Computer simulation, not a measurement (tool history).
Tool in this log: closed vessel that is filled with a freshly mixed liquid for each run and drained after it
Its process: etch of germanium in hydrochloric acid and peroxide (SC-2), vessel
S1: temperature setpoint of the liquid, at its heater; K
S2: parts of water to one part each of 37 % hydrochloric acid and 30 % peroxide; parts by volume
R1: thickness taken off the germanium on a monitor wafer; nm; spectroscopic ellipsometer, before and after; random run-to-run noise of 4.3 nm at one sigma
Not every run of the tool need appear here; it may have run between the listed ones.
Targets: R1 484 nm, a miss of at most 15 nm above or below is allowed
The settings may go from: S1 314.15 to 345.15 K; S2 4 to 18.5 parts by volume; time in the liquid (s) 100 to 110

{"run": 1, "hour": 0.0, "S1": 330.15, "S2": 10.5, "time in the liquid (s)": 100, "R1": 348.17}
{"run": 2, "hour": 3.0, "S1": 330.15, "S2": 10.5, "time in the liquid (s)": 100, "R1": 352.01}
{"run": 3, "hour": 9.7, "S1": 332.15, "S2": 10.5, "time in the liquid (s)": 100, "R1": 373.33}
{"run": 4, "hour": 11.3, "S1": 332.15, "S2": 13, "time in the liquid (s)": 100, "R1": 365.81}
{"run": 5, "hour": 20.1, "S1": 332.15, "S2": 11, "time in the liquid (s)": 100, "R1": 376.57}
{"run": 6, "hour": 23.4, "S1": 333.65, "S2": 11, "time in the liquid (s)": 100, "R1": 390.41}
{"run": 7, "hour": 25.8, "S1": 335.15, "S2": 11, "time in the liquid (s)": 100, "R1": 402.85}
{"run": 8, "hour": 27.7, "S1": 336.15, "S2": 11, "time in the liquid (s)": 100, "R1": 421.23}
{"run": 9, "hour": 31.7, "S1": 337.15, "S2": 11, "time in the liquid (s)": 100, "R1": 432.87}
{"run": 10, "hour": 32.7, "S1": 337.65, "S2": 11, "time in the liquid (s)": 100, "R1": 436.69}
{"run": 11, "hour": 35.3, "S1": 337.65, "S2": 11, "time in the liquid (s)": 100, "R1": 439.21}
{"run": 12, "hour": 39.2, "S1": 338.15, "S2": 11, "time in the liquid (s)": 100, "R1": 440.91}
{"run": 13, "hour": 47.1, "S1": 338.65, "S2": 11, "time in the liquid (s)": 100, "R1": 454.97}
{"run": 14, "hour": 55.0, "S1": 339.15, "S2": 11, "time in the liquid (s)": 100, "R1": 457.17}
{"run": 15, "hour": 57.8, "S1": 339.65, "S2": 11, "time in the liquid (s)": 100, "R1": 458.01}

Exactly one of the 4 candidate moves below puts every result within its allowed miss. Which one?
{"run": "A", "hour": 60.6, "S1": 343.15, "S2": 10.5, "time in the liquid (s)": 100, "R1": "?"}
{"run": "B", "hour": 60.6, "S1": 337.65, "S2": 11, "time in the liquid (s)": 100, "R1": "?"}
{"run": "C", "hour": 60.6, "S1": 333.65, "S2": 13.5, "time in the liquid (s)": 110, "R1": "?"}
{"run": "D", "hour": 60.6, "S1": 336.15, "S2": 7, "time in the liquid (s)": 110, "R1": "?"}

move=A R1=520.6
move=B R1=443.87
move=C R1=423.08
move=D R1=488.55
A: takes the biggest miss from the last run beyond its target
B: misses by more than the last run did
C: misses by more than the last run did
D: each result inside its tolerance
So the answer is move D, the one that meets all the targets.
